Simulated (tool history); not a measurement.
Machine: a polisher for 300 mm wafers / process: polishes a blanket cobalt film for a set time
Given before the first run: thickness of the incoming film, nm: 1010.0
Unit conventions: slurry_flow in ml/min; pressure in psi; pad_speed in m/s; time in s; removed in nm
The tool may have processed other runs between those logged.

run    day  slurry_flow  pressure  pad_speed  time  removed
  1  0.000          295       1.7       0.80    87   264.96
  2  0.329          295       1.7       0.80    87   265.46
  3  0.692          295       1.5       0.80    87   233.61
  4  0.871          295       1.4       0.80    87   221.71
  5  1.117          245       1.4       0.80    87   216.87
     1.229  -- worn pad replaced by a new one
  6  1.229          185       1.4       0.80    87   243.40
  7  1.371          210       1.4       0.80    87   249.05
  8  1.438          235       1.4       0.80    87   250.34
  9  1.558          235       1.4       0.80    87   243.99
 10  1.750          260       1.3       0.80    87   234.29
 11  1.879          270       1.2       0.78    87   213.15
 12  2.167          285       1.2       0.78    87   214.32
 13  2.267          295       1.2       0.76    87   212.24
 14  2.608          300       1.2       0.74    87   209.79
 15  2.771          305       1.2       0.72    87   204.00

Predict the results of run 16:
 16  3.071          310       1.2       0.70    87        ?

removed: 200.72 nm

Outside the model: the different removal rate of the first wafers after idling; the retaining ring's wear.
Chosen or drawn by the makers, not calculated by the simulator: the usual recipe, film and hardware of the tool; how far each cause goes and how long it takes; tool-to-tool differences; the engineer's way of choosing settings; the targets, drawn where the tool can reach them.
